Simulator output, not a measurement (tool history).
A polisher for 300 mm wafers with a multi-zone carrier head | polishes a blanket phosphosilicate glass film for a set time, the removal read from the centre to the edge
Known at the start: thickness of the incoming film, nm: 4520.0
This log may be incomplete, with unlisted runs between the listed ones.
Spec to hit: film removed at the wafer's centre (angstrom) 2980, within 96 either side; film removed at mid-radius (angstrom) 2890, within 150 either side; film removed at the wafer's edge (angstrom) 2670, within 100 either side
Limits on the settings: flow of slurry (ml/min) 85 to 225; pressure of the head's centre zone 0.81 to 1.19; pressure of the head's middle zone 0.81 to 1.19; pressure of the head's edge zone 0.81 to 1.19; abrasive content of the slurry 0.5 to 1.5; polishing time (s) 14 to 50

| run | hour | flow of slurry (ml/min) | pressure of the head's centre zone | pressure of the head's middle zone | pressure of the head's edge zone | abrasive content of the slurry | polishing time (s) | film removed at the wafer's centre (angstrom) | film removed at mid-radius (angstrom) | film removed at the wafer's edge (angstrom) |
|---|---|---|---|---|---|---|---|---|---|---|
| 1 | 0 | 145 | 1 | 1 | 1 | 1 | 32 | 3337 | 3181.3 | 3416.7 |
| 2 | 8.6 | 145 | 1 | 1.01 | 0.98 | 0.95 | 32 | 3277.5 | 3238.7 | 3290.9 |
| 3 | 14.8 | 140 | 1 | 1 | 0.96 | 0.95 | 32 | 3241.4 | 3179.7 | 3256.1 |
| 4 | 17.1 | 140 | 1.01 | 1 | 0.95 | 0.9 | 32 | 3187.8 | 3102.2 | 3142.5 |
| 5 | 19.2 | 155 | 1.01 | 1 | 0.95 | 0.9 | 32 | 3269.5 | 3039.1 | 3148.7 |
| 6 | 20.2 | 155 | 1.01 | 1 | 1.01 | 0.9 | 32 | 3257.5 | 3151.3 | 3283.4 |
| 7 | 21 | 155 | 1.01 | 1 | 0.99 | 0.9 | 32 | 3331.7 | 3145.7 | 3267.3 |
| 8 | 23 | 150 | 1.01 | 1 | 0.97 | 0.9 | 32 | 3239 | 3185.1 | 3177.9 |
| 9 | 25.5 | 150 | 1.01 | 0.99 | 0.96 | 0.9 | 32 | 3236.7 | 3010 | 3152 |
| 10 | 28.2 | 145 | 1.01 | 0.99 | 0.94 | 0.9 | 32 | 3235.1 | 3039.9 | 3101.4 |
| 11 | 29.5 | 140 | 1.01 | 0.99 | 0.93 | 0.9 | 32 | 3176.1 | 3119.2 | 3120.6 |
| 12 | 34.9 | 140 | 1.01 | 0.99 | 0.92 | 0.85 | 32 | 3088.1 | 2976.7 | 2988.8 |
| 13 | 35.5 | 140 | 1.01 | 0.99 | 0.91 | 0.85 | 32 | 3141.8 | 2970.9 | 2965.3 |
| 14 | 40 | 140 | 1.01 | 0.99 | 0.9 | 0.85 | 32 | 3138.1 | 2916.8 | 2984.6 |
| 15 | 41.1 | 125 | 1.05 | 1.09 | 0.81 | 0.7 | 32 | 2831.9 | 2903.4 | 2528.9 |
| 16 | 42.7 | 125 | 1.05 | 1.09 | 0.82 | 0.7 | 32 | 2892.6 | 2898 | 2560.3 |

Next run, 5 choices. One meets every target within its allowed miss, the rest don't. Which?
| A | 44.3 | 100 | 1.19 | 1.15 | 0.85 | 0.6 | 32 | ? | ? | ? |
| B | 44.3 | 105 | 1.01 | 1.1 | 0.83 | 0.75 | 32 | ? | ? | ? |
| C | 44.3 | 140 | 1.12 | 1.11 | 0.81 | 0.7 | 30 | ? | ? | ? |
| D | 44.3 | 120 | 0.99 | 1 | 0.91 | 0.75 | 34 | ? | ? | ? |
| E | 44.3 | 130 | 1.07 | 1.09 | 0.89 | 0.6 | 35 | ? | ? | ? |

| move | film removed at the wafer's centre (angstrom) | film removed at mid-radius (angstrom) | film removed at the wafer's edge (angstrom) |
|---|---|---|---|
| A | 2801.4 | 2670.5 | 2354.2 |
| B | 2691.8 | 2911.6 | 2626.9 |
| C | 2920.5 | 2841 | 2467.5 |
| D | 2908.1 | 2948 | 2980.2 |
| E | 2959.7 | 2974.9 | 2749.8 |
A: its largest miss is bigger than the last run's
B: meets the target for the result that was furthest off, but another lies outside its allowed miss
C: its largest miss is bigger than the last run's
D: the result that was furthest off in the last run now lies on the other side of its target
E: every result within its allowed miss
E is the move that brings every result within its allowed miss.

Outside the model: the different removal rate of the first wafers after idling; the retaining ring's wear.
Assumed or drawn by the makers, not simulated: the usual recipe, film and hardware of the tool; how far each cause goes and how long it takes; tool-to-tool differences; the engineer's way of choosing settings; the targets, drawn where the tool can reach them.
